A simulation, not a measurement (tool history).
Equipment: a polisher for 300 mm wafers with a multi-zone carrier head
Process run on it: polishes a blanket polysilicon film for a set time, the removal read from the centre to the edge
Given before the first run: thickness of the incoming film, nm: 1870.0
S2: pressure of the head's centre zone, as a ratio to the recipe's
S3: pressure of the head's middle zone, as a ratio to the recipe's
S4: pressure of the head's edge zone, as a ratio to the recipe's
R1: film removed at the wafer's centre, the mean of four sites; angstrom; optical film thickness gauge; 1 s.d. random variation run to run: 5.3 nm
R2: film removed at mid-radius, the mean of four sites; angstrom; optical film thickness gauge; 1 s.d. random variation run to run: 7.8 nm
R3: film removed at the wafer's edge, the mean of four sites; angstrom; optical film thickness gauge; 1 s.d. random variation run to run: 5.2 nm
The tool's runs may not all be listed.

Run 1, day 0: flow of slurry (ml/min) 250, S2 1, S3 1, S4 1, polishing time (s) 53. Result: R1 3959.2 angstrom, R2 3873 angstrom, R3 3952.9 angstrom.
Run 2, day 0.288: flow of slurry (ml/min) 250, S2 1, S3 1, S4 1, polishing time (s) 45. Result: R1 3380.6 angstrom, R2 3282.9 angstrom, R3 3401.1 angstrom.
Run 3, day 0.633: flow of slurry (ml/min) 250, S2 0.97, S3 1, S4 1, polishing time (s) 45. Result: R1 3169.7 angstrom, R2 3219.9 angstrom, R3 3430.8 angstrom.
Run 4, day 0.942: flow of slurry (ml/min) 300, S2 0.97, S3 1, S4 1, polishing time (s) 45. Result: R1 3374.2 angstrom, R2 3355 angstrom, R3 3358.5 angstrom.
Run 5, day 1.183: flow of slurry (ml/min) 280, S2 0.95, S3 1.04, S4 1.01, polishing time (s) 50. Result: R1 3540.7 angstrom, R2 3793.8 angstrom, R3 3786 angstrom.
Run 6, day 1.221: flow of slurry (ml/min) 275, S2 0.94, S3 1.07, S4 1.03, polishing time (s) 53. Result: R1 3756.9 angstrom, R2 4116.9 angstrom, R3 4125.7 angstrom.
Run 7, day 1.379: flow of slurry (ml/min) 280, S2 0.93, S3 1.1, S4 1.04, polishing time (s) 55. Result: R1 3819.8 angstrom, R2 4417.1 angstrom, R3 4270.5 angstrom.

For run 8, what comes out?
Run 8, day 1.667: flow of slurry (ml/min) 280, S2 0.93, S3 1.12, S4 1.06, polishing time (s) 56. Result: R1 ?, R2 ?, R3 ?.

Run 8 yielded R1 3992.9 angstrom, R2 4613.8 angstrom, R3 4290.9 angstrom.
